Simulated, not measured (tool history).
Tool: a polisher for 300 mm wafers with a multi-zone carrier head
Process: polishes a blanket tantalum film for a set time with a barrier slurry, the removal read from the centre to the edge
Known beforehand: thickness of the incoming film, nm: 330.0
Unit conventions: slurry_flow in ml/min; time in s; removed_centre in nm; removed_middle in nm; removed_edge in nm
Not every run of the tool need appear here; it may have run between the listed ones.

| run | hour | slurry_flow | centre_zone | middle_zone | edge_zone | slurry_solids | time | removed_centre | removed_middle | removed_edge |
|---|---|---|---|---|---|---|---|---|---|---|
| 1 | 0.0 | 285 | 1.00 | 1.00 | 1.00 | 1.00 | 42 | 33.700 | 32.499 | 32.855 |
| 2 | 8.0 | 285 | 0.92 | 1.00 | 1.00 | 1.00 | 42 | 30.921 | 32.031 | 33.330 |
| 3 | 11.5 | 285 | 0.92 | 1.00 | 1.00 | 0.85 | 42 | 29.109 | 30.009 | 30.036 |
| 4 | 15.6 | 285 | 0.92 | 1.07 | 1.00 | 0.85 | 42 | 28.363 | 31.896 | 30.417 |
| 5 | 23.1 | 300 | 0.96 | 1.04 | 1.03 | 0.85 | 42 | 29.608 | 30.743 | 30.882 |
| 6 | 28.6 | 300 | 0.96 | 1.04 | 1.03 | 1.05 | 42 | 32.584 | 34.089 | 35.507 |

Run 7 has not been measured yet. What should we expect?
| 7 | 32.4 | 295 | 0.98 | 1.02 | 1.03 | 1.05 | 42 | ? | ? | ? |

Run 7 yielded removed_centre 33.895 nm, removed_middle 33.465 nm, removed_edge 34.065 nm.
